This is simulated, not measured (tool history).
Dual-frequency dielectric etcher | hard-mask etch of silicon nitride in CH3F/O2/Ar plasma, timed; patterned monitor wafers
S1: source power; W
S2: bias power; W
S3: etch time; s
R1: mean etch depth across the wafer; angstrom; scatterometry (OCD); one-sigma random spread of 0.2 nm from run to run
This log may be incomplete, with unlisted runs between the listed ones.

run,hour,S1,S2,S3,R1
1,0,380,82,99,748
2,1.4,360,80,99,725.64
3,7.2,360,80,99,719.14
4,13.1,360,70,99,693.35
5,17.8,350,69,99,677.71
6,23.5,340,69,99,667.79
7,30,330,69,99,656.52

Estimate the outcome of run 8 from the log above:
8,35.5,320,69,99,?

R1: 644.36 angstrom
